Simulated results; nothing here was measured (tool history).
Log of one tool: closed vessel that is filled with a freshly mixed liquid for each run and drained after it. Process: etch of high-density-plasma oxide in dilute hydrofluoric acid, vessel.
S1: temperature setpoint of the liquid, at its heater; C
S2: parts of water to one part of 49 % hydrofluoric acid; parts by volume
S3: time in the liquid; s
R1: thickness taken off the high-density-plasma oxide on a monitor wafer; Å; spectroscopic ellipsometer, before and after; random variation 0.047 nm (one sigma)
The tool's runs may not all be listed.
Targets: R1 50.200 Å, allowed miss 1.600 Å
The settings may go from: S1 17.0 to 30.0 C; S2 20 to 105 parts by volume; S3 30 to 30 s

run  hour    S1  S2  S3      R1
  1   0.0  22.0  55  30  28.178
  2   6.1  24.5  50  30  34.079
  3   9.7  26.0  45  30  41.042
  4  12.4  27.0  45  30  43.129
  5  15.7  28.0  45  30  44.153
  6  25.0  28.5  45  30  44.793
  7  30.8  29.0  45  30  45.942
  8  38.3  29.0  45  30  46.290
  9  47.4  30.0  40  30  55.042
 10  51.4  29.5  40  30  52.624
 11  59.0  29.0  40  30  52.478

5 next moves are on the table. One of them brings every result within its allowed miss. Which?
  A  66.6  27.0  35  30   ?
  B  66.6  26.5  35  30   ?
  C  66.6  29.5  40  30   ?
  D  66.6  30.0  40  30   ?
  E  66.6  28.0  40  30   ?

move      R1
   A  55.123
   B  54.010
   C  52.941
   D  54.003
   E  49.858
A: further off than the last run
B: further off than the last run
C: further off than the last run
D: further off than the last run
E: meets every target
Move E is the one to make.
